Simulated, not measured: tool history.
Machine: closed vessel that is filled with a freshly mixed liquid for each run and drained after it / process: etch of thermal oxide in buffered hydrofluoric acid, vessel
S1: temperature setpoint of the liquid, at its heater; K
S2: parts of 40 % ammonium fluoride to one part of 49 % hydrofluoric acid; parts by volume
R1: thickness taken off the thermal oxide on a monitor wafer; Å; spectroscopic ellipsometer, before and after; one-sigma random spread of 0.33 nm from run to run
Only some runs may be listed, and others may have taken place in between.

run 1 hour=0.0 | S1=296.15 S2=15.0 time_in_the_liquid_(s)=85 | R1=643.92
run 2 hour=4.0 | S1=296.15 S2=15.0 time_in_the_liquid_(s)=95 | R1=713.78
run 3 hour=9.2 | S1=296.15 S2=18.5 time_in_the_liquid_(s)=95 | R1=590.03
run 4 hour=10.4 | S1=295.65 S2=18.5 time_in_the_liquid_(s)=95 | R1=575.89
run 5 hour=14.0 | S1=295.65 S2=18.5 time_in_the_liquid_(s)=85 | R1=517.18
run 6 hour=21.5 | S1=295.15 S2=18.5 time_in_the_liquid_(s)=85 | R1=494.73
run 7 hour=25.1 | S1=294.65 S2=18.5 time_in_the_liquid_(s)=85 | R1=488.95
run 8 hour=26.7 | S1=294.15 S2=18.5 time_in_the_liquid_(s)=85 | R1=477.61

Estimate the outcome of run 9 from the log above:
run 9 hour=29.6 | S1=293.65 S2=18.5 time_in_the_liquid_(s)=85 | R1=?

R1: 453.63 Å
